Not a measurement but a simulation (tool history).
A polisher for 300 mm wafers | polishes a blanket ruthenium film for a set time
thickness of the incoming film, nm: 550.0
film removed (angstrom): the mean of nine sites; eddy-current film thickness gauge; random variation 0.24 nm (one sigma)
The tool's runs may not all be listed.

| run | hour | flow of slurry (ml/min) | pressure of the wafer on the pad (psi) | speed of the pad under the wafer (m/s) | polishing time (s) | film removed (angstrom) |
|---|---|---|---|---|---|---|
| 1 | 0 | 200 | 2.1 | 0.96 | 60 | 570.02 |
| 2 | 4.9 | 195 | 1.8 | 0.92 | 60 | 475.89 |
| 3 | 7.1 | 195 | 1.8 | 1.1 | 60 | 556.24 |
| 4 | 16 | 195 | 1.8 | 1.1 | 63 | 584.7 |
| 5 | 20 | 195 | 1.4 | 1.1 | 63 | 463.59 |
| 6 | 25 | 195 | 1.3 | 1.02 | 63 | 395.93 |

Forecast run 7:
| 7 | 26.2 | 195 | 1.2 | 0.98 | 63 | ? |

Run 7 gave film removed (angstrom) 359.19.
